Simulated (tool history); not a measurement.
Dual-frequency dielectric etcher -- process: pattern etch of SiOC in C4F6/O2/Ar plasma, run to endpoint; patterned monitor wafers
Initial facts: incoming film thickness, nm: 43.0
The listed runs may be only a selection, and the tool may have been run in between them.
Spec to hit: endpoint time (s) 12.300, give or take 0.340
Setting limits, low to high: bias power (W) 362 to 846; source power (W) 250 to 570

run,hour,bias power (W),source power (W),endpoint time (s)
1,0.0,604,410,13.659
2,3.1,604,360,14.665
3,7.0,626,370,14.136
4,11.5,711,370,13.262
5,19.0,619,370,14.194
# hour 26.3: wet clean of the chamber
6,26.3,667,370,14.436
7,35.0,672,380,14.070
8,42.7,685,390,13.768
9,51.0,699,400,13.296
10,51.7,710,400,13.358
11,53.3,721,410,12.979
12,62.3,729,410,13.128

Which single option among these 4 for the next run brings every result within its allowed miss of target? Just one does.
A,71.3,773,440,?
B,71.3,810,370,?
C,71.3,720,330,?
D,71.3,763,390,?

move,endpoint time (s)
A,12.176
B,12.867
C,14.440
D,12.948
A: every result lands within tolerance
B: an improvement on the last run, though not all results are within tolerance
C: misses by more than the last run did
D: an improvement on the last run, though not all results are within tolerance
A is the move that brings every result within its allowed miss.
